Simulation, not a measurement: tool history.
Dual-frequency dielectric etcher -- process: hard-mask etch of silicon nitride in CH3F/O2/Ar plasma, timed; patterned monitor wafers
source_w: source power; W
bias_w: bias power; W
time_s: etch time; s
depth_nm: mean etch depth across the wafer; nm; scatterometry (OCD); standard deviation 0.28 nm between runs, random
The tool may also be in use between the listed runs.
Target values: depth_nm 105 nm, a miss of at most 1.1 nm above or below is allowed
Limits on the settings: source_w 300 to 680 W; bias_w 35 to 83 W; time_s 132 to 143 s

run,day,source_w,bias_w,time_s,depth_nm
1,0,490,59,143,98.196
2,0.242,490,59,132,91.573
3,0.379,540,59,132,94.399
4,0.475,490,59,132,90.619
5,0.829,490,54,132,87.425
6,1.129,420,54,132,82.446
7,1.188,460,54,132,85.426
8,1.267,490,55,132,88.581
9,1.5,490,55,132,88.433
10,1.679,520,55,132,90.43
11,1.771,540,56,132,92.438
12,1.854,560,57,132,94.665
13,1.917,580,57,132,95.962
14,2.117,590,57,132,96.529
15,2.242,600,57,132,96.873
16,2.608,610,58,132,98.211
17,2.942,620,58,132,98.789
18,3.158,630,58,132,99.717
19,3.354,640,58,132,99.964

4 candidate next runs follow, results not yet known. Just one meets every target within its allowed miss. Identify it.
A,3.55,600,57,143,?
B,3.55,680,60,136,?
C,3.55,670,60,138.5,?
D,3.55,630,62,132,?

move,depth_nm
A,105.18
B,107.15
C,108.5
D,102.34
A: all results in spec
B: takes the result that was furthest off past its target
C: takes the result that was furthest off past its target
D: gains on the last run, yet a result remains outside its allowed miss
Correct choice: A, which meets every target
